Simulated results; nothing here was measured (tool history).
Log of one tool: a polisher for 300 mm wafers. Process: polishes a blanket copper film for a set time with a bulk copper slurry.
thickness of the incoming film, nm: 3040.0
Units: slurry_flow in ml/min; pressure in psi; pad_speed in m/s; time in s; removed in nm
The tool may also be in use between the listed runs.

run	hour	slurry_flow	pressure	pad_speed	slurry_solids	time	removed
1	0	205	3.4	1	1	79	748.37
2	3.5	205	3.3	1	1	79	727.46
3	8.1	205	3.2	1	1	79	705.41
4	15.9	205	3.2	1.14	1	79	797.34
5	21.4	205	3.1	1.14	1	79	759.09
6	24	185	3.1	1.14	1	79	747.35
7	32.3	180	3	1.14	1	79	727.94
8	37.9	175	2.9	1.14	1	79	699.34
9	39.5	170	2.9	1.14	1	79	705.08
10	46.9	170	2.8	1.14	1	79	678.67

The next listed run, before its measurement:
11	49	160	2.6	1.14	1	79	?

{"run 11": {"removed": 627.07}}

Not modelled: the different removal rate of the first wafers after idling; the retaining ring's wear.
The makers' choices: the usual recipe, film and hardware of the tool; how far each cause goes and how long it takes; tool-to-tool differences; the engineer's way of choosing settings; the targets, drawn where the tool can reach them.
